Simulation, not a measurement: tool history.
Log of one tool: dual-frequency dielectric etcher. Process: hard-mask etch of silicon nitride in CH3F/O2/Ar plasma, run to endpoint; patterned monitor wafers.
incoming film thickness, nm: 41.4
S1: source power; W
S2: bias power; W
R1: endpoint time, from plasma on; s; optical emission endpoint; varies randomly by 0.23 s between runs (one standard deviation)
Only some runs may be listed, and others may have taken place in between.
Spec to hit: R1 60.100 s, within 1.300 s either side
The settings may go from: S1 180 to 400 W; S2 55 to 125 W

run 1 day=0.000 | S1=290 S2=90 | R1=52.550
run 2 day=0.283 | S1=290 S2=100 | R1=50.246
run 3 day=0.358 | S1=290 S2=90 | R1=52.751
run 4 day=0.567 | S1=330 S2=90 | R1=50.346
run 5 day=0.792 | S1=330 S2=81 | R1=53.248
run 6 day=1.096 | S1=330 S2=97 | R1=48.855
run 7 day=1.271 | S1=300 S2=92 | R1=51.771
run 8 day=1.362 | S1=280 S2=89 | R1=53.917
run 9 day=1.421 | S1=260 S2=88 | R1=55.438
run 10 day=1.554 | S1=250 S2=87 | R1=56.469
run 11 day=1.904 | S1=240 S2=86 | R1=58.031
run 12 day=2.092 | S1=230 S2=86 | R1=58.863

Exercise: of the 5 proposed moves below, exactly one satisfies all targets within the stated allowed misses. Which move is it?
run A day=2.279 | S1=290 S2=82 | R1=?
run B day=2.279 | S1=190 S2=101 | R1=?
run C day=2.279 | S1=260 S2=87 | R1=?
run D day=2.279 | S1=230 S2=88 | R1=?
run E day=2.279 | S1=230 S2=81 | R1=?

move=A R1=55.201
move=B R1=57.575
move=C R1=55.697
move=D R1=57.793
move=E R1=60.259
A: misses by more than the last run did
B: misses by more than the last run did
C: misses by more than the last run did
D: misses by more than the last run did
E: hits every target within its allowed miss
Go with E: it meets all targets.
